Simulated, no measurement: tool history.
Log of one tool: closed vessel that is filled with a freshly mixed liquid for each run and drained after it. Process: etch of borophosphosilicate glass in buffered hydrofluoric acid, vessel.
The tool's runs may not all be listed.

| run | day | temperature setpoint of the liquid (°C) | parts of 40 % ammonium fluoride to one part of 49 % hydrofluoric acid (parts by volume) | time in the liquid (s) | thickness taken off the borophosphosilicate glass on a monitor wafer (angstrom) |
|---|---|---|---|---|---|
| 1 | 0 | 24 | 13 | 30 | 293.39 |
| 2 | 0.271 | 23 | 13 | 30 | 277.9 |
| 3 | 0.342 | 25.5 | 11 | 30 | 375.79 |
| 4 | 0.417 | 27.5 | 11 | 30 | 418.56 |
| 5 | 0.562 | 25.5 | 11 | 30 | 374.34 |
| 6 | 0.775 | 25.5 | 11 | 30 | 374.28 |
| 7 | 0.875 | 27.5 | 9.5 | 30 | 469.83 |
| 8 | 1.221 | 29 | 8.5 | 30 | 563.44 |

The next listed run, before its measurement:
| 9 | 1.254 | 30 | 8 | 30 | ? |

thickness taken off the borophosphosilicate glass on a monitor wafer (angstrom): 629.66

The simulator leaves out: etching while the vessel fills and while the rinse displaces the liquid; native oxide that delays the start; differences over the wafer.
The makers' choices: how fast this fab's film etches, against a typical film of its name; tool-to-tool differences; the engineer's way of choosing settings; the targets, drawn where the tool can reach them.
